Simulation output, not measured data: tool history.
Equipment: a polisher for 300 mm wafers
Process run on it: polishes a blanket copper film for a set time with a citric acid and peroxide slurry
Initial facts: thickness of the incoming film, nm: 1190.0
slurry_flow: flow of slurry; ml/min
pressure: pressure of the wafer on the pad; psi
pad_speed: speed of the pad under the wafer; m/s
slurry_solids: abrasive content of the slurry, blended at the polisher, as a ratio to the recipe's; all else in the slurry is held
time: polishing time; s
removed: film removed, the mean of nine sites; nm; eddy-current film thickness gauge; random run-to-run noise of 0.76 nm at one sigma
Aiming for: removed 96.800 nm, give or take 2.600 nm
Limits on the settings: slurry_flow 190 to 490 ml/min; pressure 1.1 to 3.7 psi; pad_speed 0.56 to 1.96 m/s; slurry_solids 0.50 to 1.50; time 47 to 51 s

run  hour  slurry_flow  pressure  pad_speed  slurry_solids  time  removed
  1   0.0          315       2.4       1.26           1.00    51  129.670
  2   7.3          315       2.4       1.26           1.00    47  120.180
  3  13.9          315       2.2       1.26           1.00    47  108.490
  4  22.5          315       2.4       1.26           1.00    47  119.190
  5  23.5          315       2.4       1.26           1.00    51  129.120
  6  27.6          315       2.4       1.26           1.00    47  118.970
  7  35.3          315       2.3       1.26           1.00    47  114.210
  8  42.9          315       2.3       1.26           1.00    47  113.700
  9  45.0          315       2.2       1.26           1.00    47  108.880
 10  50.4          315       2.1       1.26           1.00    47  103.990

4 next moves are on the table. One of them brings every result within its allowed miss. Which?
  A  55.8          335       1.7       1.52           0.90    47        ?
  B  55.8          280       1.9       1.66           0.75    51        ?
  C  55.8          315       1.7       1.34           0.90    49        ?
  D  55.8          320       1.5       1.48           1.10    50        ?

move  removed
   A   96.600
   B  117.630
   C   91.062
   D   93.266
A: each result inside its tolerance
B: moves away from the targets compared with the last run
C: takes the result that was furthest off past its target
D: takes the result that was furthest off past its target
Go with A: it meets all targets.

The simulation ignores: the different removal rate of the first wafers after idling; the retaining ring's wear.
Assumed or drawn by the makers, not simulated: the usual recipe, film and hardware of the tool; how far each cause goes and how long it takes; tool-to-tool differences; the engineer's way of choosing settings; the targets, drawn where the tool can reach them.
